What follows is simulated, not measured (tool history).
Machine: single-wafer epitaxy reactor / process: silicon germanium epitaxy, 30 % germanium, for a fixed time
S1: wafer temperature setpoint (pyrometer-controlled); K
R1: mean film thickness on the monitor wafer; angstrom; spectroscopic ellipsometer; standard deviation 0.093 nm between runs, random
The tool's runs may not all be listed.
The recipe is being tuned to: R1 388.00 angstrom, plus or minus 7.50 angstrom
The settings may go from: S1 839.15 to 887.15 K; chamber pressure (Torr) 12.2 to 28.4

{"run": 1, "day": 0.0, "S1": 863.15, "chamber pressure (Torr)": 20.3, "R1": 502.66}
{"run": 2, "day": 0.358, "S1": 863.15, "chamber pressure (Torr)": 16.8, "R1": 456.04}
{"run": 3, "day": 0.483, "S1": 863.15, "chamber pressure (Torr)": 18.7, "R1": 483.65}
{"run": 4, "day": 0.558, "S1": 859.15, "chamber pressure (Torr)": 18.6, "R1": 450.15}
{"run": 5, "day": 0.917, "S1": 863.15, "chamber pressure (Torr)": 18.6, "R1": 480.86}
{"run": 6, "day": 1.288, "S1": 859.15, "chamber pressure (Torr)": 18.5, "R1": 448.38}
{"run": 7, "day": 1.375, "S1": 856.15, "chamber pressure (Torr)": 18.5, "R1": 427.41}
{"run": 8, "day": 1.512, "S1": 854.15, "chamber pressure (Torr)": 18.5, "R1": 413.27}
{"run": 9, "day": 1.712, "S1": 853.15, "chamber pressure (Torr)": 18.5, "R1": 406.15}
{"run": 10, "day": 1.758, "S1": 852.15, "chamber pressure (Torr)": 18.5, "R1": 399.61}

Which single option among these 5 for the next run brings every result within its allowed miss of target? Just one does.
{"run": "A", "day": 1.804, "S1": 853.15, "chamber pressure (Torr)": 20.5, "R1": "?"}
{"run": "B", "day": 1.804, "S1": 858.15, "chamber pressure (Torr)": 16.1, "R1": "?"}
{"run": "C", "day": 1.804, "S1": 851.15, "chamber pressure (Torr)": 16.5, "R1": "?"}
{"run": "D", "day": 1.804, "S1": 850.15, "chamber pressure (Torr)": 17.2, "R1": "?"}
{"run": "E", "day": 1.804, "S1": 860.15, "chamber pressure (Torr)": 13.8, "R1": "?"}

move=A R1=427.62
move=B R1=410.84
move=C R1=370.18
move=D R1=371.97
move=E R1=390.53
A: lands further from the targets than the last run did
B: lands further from the targets than the last run did
C: the result that was furthest off in the last run now lies on the other side of its target
D: the result that was furthest off in the last run now lies on the other side of its target
E: meets every target
Go with E: it meets all targets.
